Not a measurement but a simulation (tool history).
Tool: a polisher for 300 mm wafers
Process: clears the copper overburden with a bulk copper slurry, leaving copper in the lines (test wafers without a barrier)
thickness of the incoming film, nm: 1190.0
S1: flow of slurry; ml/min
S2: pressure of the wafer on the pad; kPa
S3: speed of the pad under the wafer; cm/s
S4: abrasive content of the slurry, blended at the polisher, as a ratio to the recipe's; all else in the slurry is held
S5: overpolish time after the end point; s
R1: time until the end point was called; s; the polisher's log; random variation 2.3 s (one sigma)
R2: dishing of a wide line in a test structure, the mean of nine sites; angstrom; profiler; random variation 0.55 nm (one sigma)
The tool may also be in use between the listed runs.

{"run": 1, "day": 0.0, "S1": 265, "S2": 22.1, "S3": 104, "S4": 1, "S5": 11, "R1": 96.841, "R2": 609.42}
{"run": 2, "day": 0.262, "S1": 265, "S2": 22.1, "S3": 104, "S4": 1, "S5": 15, "R1": 97.754, "R2": 718.26}
{"run": 3, "day": 0.521, "S1": 265, "S2": 19.3, "S3": 108, "S4": 1, "S5": 13, "R1": 103.68, "R2": 628.07}
{"run": 4, "day": 0.554, "S1": 265, "S2": 19.3, "S3": 108, "S4": 1.15, "S5": 13, "R1": 101.8, "R2": 626.21}
{"run": 5, "day": 0.854, "S1": 265, "S2": 17.2, "S3": 110, "S4": 1.2, "S5": 11, "R1": 111.54, "R2": 540.96}
{"run": 6, "day": 0.946, "S1": 265, "S2": 15.9, "S3": 114, "S4": 1.25, "S5": 9, "R1": 116.25, "R2": 477.94}

Forecast run 7:
{"run": 7, "day": 0.983, "S1": 265, "S2": 14.5, "S3": 118, "S4": 1.3, "S5": 8, "R1": "?", "R2": "?"}

R1: 122.67 s
R2: 427.44 angstrom

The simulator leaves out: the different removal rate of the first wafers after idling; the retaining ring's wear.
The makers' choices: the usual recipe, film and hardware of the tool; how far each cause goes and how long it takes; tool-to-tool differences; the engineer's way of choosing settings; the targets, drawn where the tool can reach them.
